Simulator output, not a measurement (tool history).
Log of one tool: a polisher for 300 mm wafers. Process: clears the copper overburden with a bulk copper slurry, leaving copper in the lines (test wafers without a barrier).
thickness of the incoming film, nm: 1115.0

run	hour	flow of slurry (ml/min)	pressure of the wafer on the pad (psi)	speed of the pad under the wafer (cm/s)	abrasive content of the slurry	overpolish time after the end point (s)	time until the end point was called (s)	dishing of a wide line in a test structure (Å)
1	0.0	210	2.7	130	1.0	10	112.61	621.42
2	5.9	210	2.7	130	1.2	10	109.21	630.72
3	11.7	210	2.3	130	1.2	10	123.69	553.10
4	18.3	210	2.1	126	1.2	11	139.80	566.08
5	24.9	210	2.0	124	1.2	12	148.38	547.72
6	28.9	180	2.0	124	1.2	12	150.46	527.89
7	37.9	175	1.9	124	1.2	13	159.18	573.40
8	42.1	175	1.9	124	1.2	13	161.68	549.70
9	46.6	170	1.8	124	1.2	14	161.00	546.95
10	50.9	170	1.7	122	1.2	15	170.77	543.99

The next listed run, before its measurement:
11	59.1	170	1.6	120	1.2	16	?	?

Run 11 gave time until the end point was called (s) 191.16, dishing of a wide line in a test structure (Å) 558.91.
